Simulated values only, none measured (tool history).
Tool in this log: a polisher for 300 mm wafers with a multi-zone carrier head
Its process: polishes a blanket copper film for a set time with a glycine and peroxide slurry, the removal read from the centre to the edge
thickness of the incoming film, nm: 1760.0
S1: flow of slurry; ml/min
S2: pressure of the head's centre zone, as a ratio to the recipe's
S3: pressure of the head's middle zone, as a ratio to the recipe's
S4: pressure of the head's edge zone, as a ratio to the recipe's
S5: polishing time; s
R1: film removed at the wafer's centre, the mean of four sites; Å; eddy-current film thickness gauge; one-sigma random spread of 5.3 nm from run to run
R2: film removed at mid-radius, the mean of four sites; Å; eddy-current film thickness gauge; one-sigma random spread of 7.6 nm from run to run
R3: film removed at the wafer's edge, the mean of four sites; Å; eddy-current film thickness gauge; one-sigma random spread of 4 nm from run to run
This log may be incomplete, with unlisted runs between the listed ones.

Run 1, hour 0.0: S1 315 ml/min, S2 1.00, S3 1.00, S4 1.00, S5 83 s. Result: R1 4839.4 Å, R2 4864.9 Å, R3 4826.2 Å.
Run 2, hour 6.0: S1 255 ml/min, S2 1.00, S3 1.00, S4 1.00, S5 83 s. Result: R1 4720.5 Å, R2 4737.6 Å, R3 4760.5 Å.
Run 3, hour 12.4: S1 265 ml/min, S2 1.00, S3 1.02, S4 1.02, S5 84 s. Result: R1 4813.5 Å, R2 5022.6 Å, R3 4802.2 Å.
Run 4, hour 18.5: S1 295 ml/min, S2 1.00, S3 1.02, S4 1.02, S5 84 s. Result: R1 4767.8 Å, R2 5051.0 Å, R3 4887.1 Å.
Run 5, hour 27.2: S1 300 ml/min, S2 1.00, S3 1.03, S4 1.04, S5 85 s. Result: R1 4895.8 Å, R2 5128.5 Å, R3 4976.4 Å.
Run 6, hour 31.1: S1 300 ml/min, S2 1.00, S3 1.08, S4 1.04, S5 85 s. Result: R1 5001.1 Å, R2 5444.9 Å, R3 4998.8 Å.
Run 7, hour 35.5: S1 305 ml/min, S2 0.99, S3 1.09, S4 1.06, S5 86 s. Result: R1 4906.2 Å, R2 5483.7 Å, R3 5047.1 Å.
Run 8, hour 43.0: S1 310 ml/min, S2 0.99, S3 1.10, S4 1.07, S5 87 s. Result: R1 5057.2 Å, R2 5680.5 Å, R3 5169.6 Å.

Run 9 has not been measured yet. What should we expect?
Run 9, hour 46.5: S1 315 ml/min, S2 0.99, S3 1.11, S4 1.08, S5 87 s. Result: R1 ?, R2 ?, R3 ?.

R1: 5070.8 Å
R2: 5747.0 Å
R3: 5225.7 Å

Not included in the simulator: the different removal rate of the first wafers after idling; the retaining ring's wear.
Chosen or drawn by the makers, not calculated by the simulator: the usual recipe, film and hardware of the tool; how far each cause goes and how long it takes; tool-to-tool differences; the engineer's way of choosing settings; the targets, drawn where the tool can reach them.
